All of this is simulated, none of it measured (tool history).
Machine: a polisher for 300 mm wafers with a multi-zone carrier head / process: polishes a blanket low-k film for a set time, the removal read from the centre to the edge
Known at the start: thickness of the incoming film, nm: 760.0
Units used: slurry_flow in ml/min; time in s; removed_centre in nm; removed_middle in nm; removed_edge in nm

run 1 hour=0.0 | slurry_flow=185 centre_zone=1.00 middle_zone=1.00 edge_zone=1.00 slurry_solids=1.00 time=53 | removed_centre=19.751 removed_middle=20.182 removed_edge=20.005
run 2 hour=3.4 | slurry_flow=185 centre_zone=1.00 middle_zone=1.00 edge_zone=1.07 slurry_solids=1.00 time=53 | removed_centre=19.785 removed_middle=19.851 removed_edge=20.237
run 3 hour=11.5 | slurry_flow=185 centre_zone=1.00 middle_zone=1.00 edge_zone=1.05 slurry_solids=0.95 time=50 | removed_centre=18.185 removed_middle=17.912 removed_edge=18.602
run 4 hour=19.9 | slurry_flow=185 centre_zone=1.00 middle_zone=1.00 edge_zone=0.99 slurry_solids=0.95 time=50 | removed_centre=18.196 removed_middle=18.372 removed_edge=18.188
run 5 hour=25.7 | slurry_flow=210 centre_zone=1.00 middle_zone=1.00 edge_zone=0.99 slurry_solids=0.95 time=50 | removed_centre=18.400 removed_middle=18.676 removed_edge=18.159
run 6 hour=26.8 | slurry_flow=180 centre_zone=1.00 middle_zone=1.00 edge_zone=0.99 slurry_solids=0.95 time=50 | removed_centre=17.874 removed_middle=18.265 removed_edge=18.017
run 7 hour=28.1 | slurry_flow=185 centre_zone=0.99 middle_zone=1.00 edge_zone=0.97 slurry_solids=0.90 time=48 | removed_centre=16.605 removed_middle=17.036 removed_edge=16.871
run 8 hour=36.7 | slurry_flow=195 centre_zone=0.99 middle_zone=1.00 edge_zone=0.96 slurry_solids=0.85 time=46 | removed_centre=15.473 removed_middle=15.966 removed_edge=15.774
run 9 hour=44.9 | slurry_flow=195 centre_zone=0.99 middle_zone=1.00 edge_zone=0.96 slurry_solids=0.85 time=46 | removed_centre=15.470 removed_middle=15.871 removed_edge=15.504
run 10 hour=52.0 | slurry_flow=205 centre_zone=0.98 middle_zone=1.00 edge_zone=0.95 slurry_solids=0.80 time=45 | removed_centre=14.480 removed_middle=15.054 removed_edge=14.253
run 11 hour=56.2 | slurry_flow=215 centre_zone=0.96 middle_zone=0.98 edge_zone=0.94 slurry_solids=0.75 time=45 | removed_centre=13.803 removed_middle=14.206 removed_edge=14.233
run 12 hour=62.9 | slurry_flow=220 centre_zone=0.96 middle_zone=0.98 edge_zone=0.93 slurry_solids=0.70 time=44 | removed_centre=12.810 removed_middle=13.018 removed_edge=12.878
run 13 hour=67.6 | slurry_flow=225 centre_zone=0.95 middle_zone=0.98 edge_zone=0.92 slurry_solids=0.70 time=44 | removed_centre=12.536 removed_middle=13.040 removed_edge=12.850
run 14 hour=72.5 | slurry_flow=230 centre_zone=0.95 middle_zone=0.98 edge_zone=0.91 slurry_solids=0.70 time=44 | removed_centre=12.663 removed_middle=13.210 removed_edge=12.657
run 15 hour=78.1 | slurry_flow=230 centre_zone=0.95 middle_zone=0.98 edge_zone=0.91 slurry_solids=0.70 time=44 | removed_centre=12.836 removed_middle=13.222 removed_edge=12.832
run 16 hour=84.0 | slurry_flow=235 centre_zone=0.94 middle_zone=0.98 edge_zone=0.90 slurry_solids=0.70 time=44 | removed_centre=12.670 removed_middle=13.069 removed_edge=12.476
run 17 hour=89.7 | slurry_flow=240 centre_zone=0.93 middle_zone=0.98 edge_zone=0.89 slurry_solids=0.70 time=44 | removed_centre=12.438 removed_middle=13.190 removed_edge=12.589
run 18 hour=98.0 | slurry_flow=245 centre_zone=0.93 middle_zone=0.98 edge_zone=0.88 slurry_solids=0.70 time=44 | removed_centre=12.581 removed_middle=13.224 removed_edge=12.819
run 19 hour=105.1 | slurry_flow=245 centre_zone=0.93 middle_zone=0.98 edge_zone=0.87 slurry_solids=0.70 time=44 | removed_centre=12.408 removed_middle=13.251 removed_edge=12.739
run 20 hour=112.5 | slurry_flow=250 centre_zone=0.93 middle_zone=0.98 edge_zone=0.86 slurry_solids=0.70 time=44 | removed_centre=12.506 removed_middle=13.147 removed_edge=12.586
run 21 hour=119.7 | slurry_flow=255 centre_zone=0.93 middle_zone=0.98 edge_zone=0.85 slurry_solids=0.70 time=44 | removed_centre=12.569 removed_middle=13.241 removed_edge=12.585
run 22 hour=127.6 | slurry_flow=260 centre_zone=0.93 middle_zone=0.98 edge_zone=0.85 slurry_solids=0.70 time=44 | removed_centre=12.725 removed_middle=13.423 removed_edge=12.947
run 23 hour=136.2 | slurry_flow=245 centre_zone=0.93 middle_zone=0.98 edge_zone=0.85 slurry_solids=0.70 time=44 | removed_centre=12.589 removed_middle=13.190 removed_edge=12.336
run 24 hour=140.3 | slurry_flow=235 centre_zone=0.92 middle_zone=0.97 edge_zone=0.85 slurry_solids=0.70 time=44 | removed_centre=12.410 removed_middle=13.068 removed_edge=12.317
run 25 hour=148.5 | slurry_flow=230 centre_zone=0.91 middle_zone=0.96 edge_zone=0.85 slurry_solids=0.70 time=44 | removed_centre=12.045 removed_middle=12.959 removed_edge=12.381

Predict the results of run 26:
run 26 hour=152.7 | slurry_flow=225 centre_zone=0.91 middle_zone=0.96 edge_zone=0.85 slurry_solids=0.70 time=44 | removed_centre=? removed_middle=? removed_edge=?

Run 26 came out at removed_centre 11.947 nm, removed_middle 12.796 nm, removed_edge 12.037 nm.
